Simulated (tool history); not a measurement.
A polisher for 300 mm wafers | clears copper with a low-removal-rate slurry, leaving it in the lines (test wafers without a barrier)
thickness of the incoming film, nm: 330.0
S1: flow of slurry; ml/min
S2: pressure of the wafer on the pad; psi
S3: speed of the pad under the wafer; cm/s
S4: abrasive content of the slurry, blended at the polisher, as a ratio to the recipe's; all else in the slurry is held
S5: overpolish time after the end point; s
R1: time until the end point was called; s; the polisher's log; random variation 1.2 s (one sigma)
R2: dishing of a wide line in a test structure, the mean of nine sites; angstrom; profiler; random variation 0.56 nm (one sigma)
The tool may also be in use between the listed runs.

Run 1, hour 0.0: S1 215 ml/min, S2 3.6 psi, S3 88 cm/s, S4 1.00, S5 17 s. Result: R1 117.070 s, R2 345.36 angstrom.
Run 2, hour 6.5: S1 215 ml/min, S2 4.0 psi, S3 88 cm/s, S4 1.00, S5 16 s. Result: R1 105.930 s, R2 356.35 angstrom.
Run 3, hour 13.0: S1 215 ml/min, S2 4.3 psi, S3 88 cm/s, S4 1.00, S5 15 s. Result: R1 98.883 s, R2 351.03 angstrom.
Run 4, hour 14.7: S1 215 ml/min, S2 4.3 psi, S3 88 cm/s, S4 1.00, S5 9 s. Result: R1 98.011 s, R2 219.36 angstrom.
Run 5, hour 21.9: S1 215 ml/min, S2 4.3 psi, S3 88 cm/s, S4 1.20, S5 9 s. Result: R1 92.075 s, R2 228.81 angstrom.
Run 6, hour 24.0: S1 235 ml/min, S2 4.3 psi, S3 88 cm/s, S4 1.20, S5 9 s. Result: R1 94.080 s, R2 233.30 angstrom.
Run 7, hour 28.3: S1 235 ml/min, S2 4.3 psi, S3 88 cm/s, S4 1.20, S5 9 s. Result: R1 92.617 s, R2 230.89 angstrom.
Run 8, hour 32.6: S1 235 ml/min, S2 4.5 psi, S3 88 cm/s, S4 1.15, S5 10 s. Result: R1 88.156 s, R2 266.46 angstrom.
Run 9, hour 38.9: S1 240 ml/min, S2 4.6 psi, S3 88 cm/s, S4 1.15, S5 11 s. Result: R1 88.634 s, R2 304.55 angstrom.
Run 10, hour 46.7: S1 255 ml/min, S2 4.8 psi, S3 88 cm/s, S4 1.15, S5 11 s. Result: R1 83.614 s, R2 307.22 angstrom.
Run 11, hour 51.4: S1 255 ml/min, S2 4.9 psi, S3 88 cm/s, S4 1.15, S5 12 s. Result: R1 80.564 s, R2 337.84 angstrom.
Run 12, hour 53.9: S1 255 ml/min, S2 5.0 psi, S3 88 cm/s, S4 1.15, S5 12 s. Result: R1 81.085 s, R2 351.98 angstrom.
Run 13, hour 61.5: S1 255 ml/min, S2 5.1 psi, S3 88 cm/s, S4 1.15, S5 12 s. Result: R1 79.874 s, R2 349.91 angstrom.
Run 14, hour 65.7: S1 255 ml/min, S2 5.2 psi, S3 88 cm/s, S4 1.15, S5 12 s. Result: R1 78.864 s, R2 356.23 angstrom.

Run 15 comes next. What will it give?
Run 15, hour 67.6: S1 260 ml/min, S2 5.2 psi, S3 88 cm/s, S4 1.15, S5 12 s. Result: R1 ?, R2 ?.

{"run 15": {"R1": 77.486, "R2": 363.85}}

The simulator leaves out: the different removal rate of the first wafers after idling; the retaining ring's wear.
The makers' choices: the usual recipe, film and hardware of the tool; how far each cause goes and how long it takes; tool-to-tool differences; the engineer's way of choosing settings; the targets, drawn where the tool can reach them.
